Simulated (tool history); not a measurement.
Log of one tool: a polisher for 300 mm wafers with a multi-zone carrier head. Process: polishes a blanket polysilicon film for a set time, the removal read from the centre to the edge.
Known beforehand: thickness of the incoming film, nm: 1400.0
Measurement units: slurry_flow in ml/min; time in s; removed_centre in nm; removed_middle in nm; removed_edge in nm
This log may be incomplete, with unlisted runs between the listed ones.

| run | hour | slurry_flow | centre_zone | middle_zone | edge_zone | time | removed_centre | removed_middle | removed_edge |
|---|---|---|---|---|---|---|---|---|---|
| 1 | 0.0 | 290 | 1.00 | 1.00 | 1.00 | 77 | 369.14 | 360.38 | 371.05 |
| 2 | 7.8 | 360 | 1.00 | 1.00 | 1.00 | 77 | 378.05 | 370.39 | 375.76 |
| 3 | 9.4 | 355 | 1.03 | 1.03 | 1.03 | 81 | 409.41 | 398.60 | 392.78 |
| 4 | 15.8 | 355 | 1.11 | 1.03 | 1.03 | 81 | 425.69 | 400.32 | 396.60 |
| 5 | 22.5 | 350 | 1.11 | 1.04 | 1.05 | 84 | 445.51 | 416.06 | 410.13 |
| 6 | 29.8 | 350 | 1.10 | 1.04 | 1.06 | 87 | 450.74 | 428.68 | 421.63 |
| 7 | 33.2 | 350 | 1.10 | 1.04 | 1.07 | 90 | 468.59 | 444.19 | 438.76 |

For run 8, what comes out?
| 8 | 39.0 | 350 | 1.10 | 1.04 | 1.08 | 92 | ? | ? | ? |

removed_centre: 488.66 nm
removed_middle: 445.78 nm
removed_edge: 455.15 nm

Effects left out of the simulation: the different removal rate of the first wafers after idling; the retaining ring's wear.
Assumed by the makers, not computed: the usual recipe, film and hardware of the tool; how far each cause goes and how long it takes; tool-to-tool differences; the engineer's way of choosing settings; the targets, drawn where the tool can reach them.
